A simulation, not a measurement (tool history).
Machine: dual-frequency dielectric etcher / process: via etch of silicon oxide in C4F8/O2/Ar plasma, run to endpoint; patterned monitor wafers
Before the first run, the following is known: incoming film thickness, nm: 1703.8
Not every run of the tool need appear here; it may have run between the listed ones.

Run 1, hour 0: source power (W) 2390, bias power (W) 2103. Result: endpoint time (s) 301.68.
Run 2, hour 1.3: source power (W) 2050, bias power (W) 2103. Result: endpoint time (s) 324.34.
Run 3, hour 6.8: source power (W) 2000, bias power (W) 2097. Result: endpoint time (s) 329.05.
Run 4, hour 7.7: source power (W) 1750, bias power (W) 2097. Result: endpoint time (s) 345.85.
Run 5, hour 16.6: source power (W) 2180, bias power (W) 2097. Result: endpoint time (s) 313.2.
Run 6, hour 23.4: source power (W) 2100, bias power (W) 2087. Result: endpoint time (s) 319.29.
Run 7, hour 24.5: source power (W) 2030, bias power (W) 2078. Result: endpoint time (s) 322.99.

Predict the results of run 8:
Run 8, hour 29.4: source power (W) 1740, bias power (W) 2031. Result: endpoint time (s) ?.

For run 8 the tool returned endpoint time (s) 356.65.
